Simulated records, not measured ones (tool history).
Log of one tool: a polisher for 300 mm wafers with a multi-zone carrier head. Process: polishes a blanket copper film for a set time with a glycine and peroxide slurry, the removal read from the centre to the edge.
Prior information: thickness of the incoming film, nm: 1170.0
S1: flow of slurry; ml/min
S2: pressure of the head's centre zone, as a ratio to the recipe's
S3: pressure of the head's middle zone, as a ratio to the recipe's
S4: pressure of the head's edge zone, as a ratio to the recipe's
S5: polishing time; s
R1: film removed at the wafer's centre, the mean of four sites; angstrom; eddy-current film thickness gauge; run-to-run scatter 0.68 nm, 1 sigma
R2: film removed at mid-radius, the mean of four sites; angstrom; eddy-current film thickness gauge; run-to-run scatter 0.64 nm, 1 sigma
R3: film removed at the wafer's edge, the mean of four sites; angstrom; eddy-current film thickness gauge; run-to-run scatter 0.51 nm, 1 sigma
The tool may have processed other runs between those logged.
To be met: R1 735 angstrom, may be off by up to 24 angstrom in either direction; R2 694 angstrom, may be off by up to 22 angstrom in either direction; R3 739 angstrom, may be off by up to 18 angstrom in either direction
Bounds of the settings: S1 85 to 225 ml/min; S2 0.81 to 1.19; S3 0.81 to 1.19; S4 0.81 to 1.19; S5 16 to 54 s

run	hour	S1	S2	S3	S4	S5	R1	R2	R3
1	0	145	1	1	1	35	985.22	1005.3	986.4
2	8.9	135	0.99	0.96	0.97	33	903.67	919.21	904.89
3	13.9	125	0.99	0.93	0.96	32	848.85	854.31	865.68
4	17.4	125	0.99	0.9	0.96	32	864.41	834.47	857.66
5	22.3	135	0.99	0.9	0.96	32	868.39	842	865.96
6	29.6	125	0.99	0.88	0.94	31	825.47	800.28	832.9
7	32.8	100	1	0.81	0.86	28	703.14	673.54	696.56
8	35.7	105	1	0.81	0.87	28	717.73	680.52	706.34
9	43.2	110	1	0.81	0.88	28	729.66	679.4	717.15
10	48.5	110	1	0.81	0.89	28	732	685.7	724.06

Of the 5 settings listed for the next run, only one would bring every result within its allowed miss of target. Which one?
A	53.8	110	1.05	0.81	0.87	28	?	?	?
B	53.8	115	1.02	0.83	0.86	27	?	?	?
C	53.8	115	1.02	0.88	0.89	27	?	?	?
D	53.8	85	1	0.81	0.81	30	?	?	?
E	53.8	115	0.98	0.82	0.93	28	?	?	?

move	R1	R2	R3
A	774.36	684.18	709.88
B	737.63	674.49	685.63
C	737.79	694.38	696.09
D	738.95	686.56	704.77
E	740.32	695.4	737
A: moves away from the targets compared with the last run
B: moves away from the targets compared with the last run
C: moves away from the targets compared with the last run
D: moves away from the targets compared with the last run
E: all results in spec
The move that meets every target is E.

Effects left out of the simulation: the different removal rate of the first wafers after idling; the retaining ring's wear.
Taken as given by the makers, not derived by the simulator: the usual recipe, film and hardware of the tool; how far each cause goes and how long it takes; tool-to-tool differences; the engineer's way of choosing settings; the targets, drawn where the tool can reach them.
